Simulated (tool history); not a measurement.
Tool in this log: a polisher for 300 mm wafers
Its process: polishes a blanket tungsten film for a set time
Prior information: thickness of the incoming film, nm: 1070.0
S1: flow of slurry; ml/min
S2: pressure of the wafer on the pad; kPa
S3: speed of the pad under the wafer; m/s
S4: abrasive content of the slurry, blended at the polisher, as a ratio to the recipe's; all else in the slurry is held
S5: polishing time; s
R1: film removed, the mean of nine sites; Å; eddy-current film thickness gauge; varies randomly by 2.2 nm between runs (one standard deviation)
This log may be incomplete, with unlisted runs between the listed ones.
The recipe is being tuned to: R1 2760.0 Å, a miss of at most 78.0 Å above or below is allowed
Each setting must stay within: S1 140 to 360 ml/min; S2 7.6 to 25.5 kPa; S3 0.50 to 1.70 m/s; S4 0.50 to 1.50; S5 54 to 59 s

run  hour   S1    S2    S3    S4  S5      R1
  1   0.0  230  16.5  1.10  1.00  59  2251.4
  2   2.8  235  17.2  1.10  1.00  59  2282.7
  3   5.6  235  17.9  1.10  1.00  59  2373.2
  4  13.0  235  18.6  1.10  1.00  59  2467.1
  5  20.0  235  18.6  1.10  1.00  59  2421.0
  6  21.6  265  18.6  1.10  1.00  59  2434.2
  7  30.5  265  19.3  1.10  1.00  59  2589.8
  8  36.7  270  20.0  1.10  1.00  59  2637.4

Below are 4 possible settings for the next run. Only one of them brings all results inside the allowed miss of their targets. Which is it?
  A  42.9  310  19.3  1.04  1.25  58   ?
  B  42.9  210  20.7  1.08  1.00  58   ?
  C  42.9  270  20.0  1.16  0.85  54   ?
  D  42.9  310  19.3  1.16  1.05  59   ?

move      R1
   A  2613.2
   B  2593.6
   C  2441.6
   D  2768.5
A: lands further from the targets than the last run did
B: lands further from the targets than the last run did
C: lands further from the targets than the last run did
D: each result inside its tolerance
D is the move that brings every result within its allowed miss.
